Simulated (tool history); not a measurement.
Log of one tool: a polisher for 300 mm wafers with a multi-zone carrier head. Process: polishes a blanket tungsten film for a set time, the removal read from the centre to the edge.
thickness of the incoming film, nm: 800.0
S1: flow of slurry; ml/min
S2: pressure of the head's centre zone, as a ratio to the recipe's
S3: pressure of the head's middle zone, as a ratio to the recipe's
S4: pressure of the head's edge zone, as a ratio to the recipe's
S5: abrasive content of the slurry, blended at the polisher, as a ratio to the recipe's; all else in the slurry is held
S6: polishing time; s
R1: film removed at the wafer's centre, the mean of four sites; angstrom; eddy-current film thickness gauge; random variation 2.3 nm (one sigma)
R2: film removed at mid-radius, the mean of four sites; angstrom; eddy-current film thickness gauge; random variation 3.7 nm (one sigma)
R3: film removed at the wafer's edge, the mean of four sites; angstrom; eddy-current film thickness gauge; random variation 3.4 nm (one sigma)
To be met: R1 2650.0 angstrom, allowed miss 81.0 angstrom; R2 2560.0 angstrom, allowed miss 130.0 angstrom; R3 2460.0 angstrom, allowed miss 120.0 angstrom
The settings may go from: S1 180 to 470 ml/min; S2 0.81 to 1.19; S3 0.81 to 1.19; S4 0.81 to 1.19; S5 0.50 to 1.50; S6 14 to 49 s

run  hour   S1    S2    S3    S4    S5  S6      R1      R2      R3
  1   0.0  300  1.00  1.00  1.00  1.00  31  1662.9  1610.4  1601.9
  2   2.3  300  1.01  1.02  1.02  1.10  32  1754.2  1744.0  1688.4
  3   7.2  300  1.02  1.02  1.03  1.15  33  1822.7  1841.3  1799.8
  4   8.8  305  1.05  1.02  1.04  1.20  34  1966.6  1897.5  1871.8
  5  10.2  235  1.05  1.02  1.04  1.20  34  1891.6  1844.9  1816.6
  6  13.0  290  1.05  1.02  1.04  1.20  34  1989.0  1899.3  1864.6
  7  16.5  300  1.06  1.03  1.06  1.25  35  2076.4  1980.2  1969.8
  8  21.6  310  1.07  1.04  1.07  1.30  36  2150.4  2067.8  2102.2
  9  29.8  315  1.09  1.06  1.07  1.35  36  2262.9  2150.3  2050.8
 10  37.0  315  1.09  1.06  1.07  1.35  36  2261.2  2114.6  2060.4
 11  42.9  320  1.09  1.07  1.08  1.35  37  2294.2  2261.6  2115.7
 12  50.5  325  1.10  1.07  1.09  1.35  37  2334.9  2264.6  2224.9
 13  58.5  325  1.10  1.07  1.09  1.35  37  2352.1  2171.5  2138.1
 14  63.9  330  1.10  1.07  1.09  1.35  37  2357.0  2174.3  2180.5

Which of these 4 next moves meets every target?
  A  69.3  295  1.14  1.10  1.11  1.35  40   ?   ?   ?
  B  69.3  400  1.13  1.04  1.11  1.10  41   ?   ?   ?
  C  69.3  305  1.09  1.16  1.08  1.30  43   ?   ?   ?
  D  69.3  355  1.15  1.11  1.03  1.25  43   ?   ?   ?

move      R1      R2      R3
   A  2549.6  2367.1  2378.5
   B  2533.7  2297.3  2365.4
   C  2605.4  2605.0  2503.1
   D  2764.0  2551.9  2447.7
A: nearer than the last run, and not there yet
B: nearer than the last run, and not there yet
C: meets every target
D: takes the result that was furthest off past its target
The right move is C.
